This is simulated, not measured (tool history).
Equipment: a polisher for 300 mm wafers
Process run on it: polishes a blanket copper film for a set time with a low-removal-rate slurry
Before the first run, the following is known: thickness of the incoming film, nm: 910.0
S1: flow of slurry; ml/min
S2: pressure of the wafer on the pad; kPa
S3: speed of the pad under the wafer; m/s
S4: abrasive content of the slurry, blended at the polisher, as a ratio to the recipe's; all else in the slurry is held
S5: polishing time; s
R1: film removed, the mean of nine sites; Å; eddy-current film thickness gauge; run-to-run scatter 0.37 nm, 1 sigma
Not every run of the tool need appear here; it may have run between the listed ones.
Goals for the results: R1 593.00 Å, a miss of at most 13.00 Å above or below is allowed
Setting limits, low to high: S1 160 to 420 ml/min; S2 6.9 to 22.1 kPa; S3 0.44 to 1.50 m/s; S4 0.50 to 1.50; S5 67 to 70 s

{"run": 1, "day": 0.0, "S1": 270, "S2": 14.5, "S3": 0.96, "S4": 1.0, "S5": 67, "R1": 1140.7}
{"run": 2, "day": 0.083, "S1": 330, "S2": 14.5, "S3": 0.96, "S4": 1.0, "S5": 67, "R1": 1159.8}
{"run": 3, "day": 0.438, "S1": 330, "S2": 13.8, "S3": 0.94, "S4": 1.0, "S5": 67, "R1": 1095.9}
{"run": 4, "day": 0.508, "S1": 330, "S2": 16.5, "S3": 0.94, "S4": 1.0, "S5": 67, "R1": 1246.5}
{"run": 5, "day": 0.588, "S1": 290, "S2": 16.5, "S3": 0.94, "S4": 1.0, "S5": 67, "R1": 1243.8}
{"run": 6, "day": 0.921, "S1": 290, "S2": 16.5, "S3": 0.78, "S4": 1.0, "S5": 67, "R1": 1035.0}
{"run": 7, "day": 0.988, "S1": 290, "S2": 15.9, "S3": 0.78, "S4": 1.0, "S5": 67, "R1": 1007.4}
{"run": 8, "day": 1.288, "S1": 290, "S2": 15.2, "S3": 0.78, "S4": 1.0, "S5": 67, "R1": 970.88}

Below are 4 possible settings for the next run. Only one of them brings all results inside the allowed miss of their targets. Which is it?
{"run": "A", "day": 1.588, "S1": 295, "S2": 12.4, "S3": 0.56, "S4": 1.0, "S5": 67, "R1": "?"}
{"run": "B", "day": 1.588, "S1": 295, "S2": 10.3, "S3": 0.62, "S4": 0.9, "S5": 67, "R1": "?"}
{"run": "C", "day": 1.588, "S1": 315, "S2": 15.9, "S3": 0.48, "S4": 1.0, "S5": 67, "R1": "?"}
{"run": "D", "day": 1.588, "S1": 250, "S2": 11.0, "S3": 0.66, "S4": 0.85, "S5": 67, "R1": "?"}

move=A R1=624.49
move=B R1=598.69
move=C R1=638.07
move=D R1=642.69
A: gains on the last run, yet a result remains outside its allowed miss
B: every result lands within tolerance
C: gains on the last run, yet a result remains outside its allowed miss
D: gains on the last run, yet a result remains outside its allowed miss
Move B is the one to make.
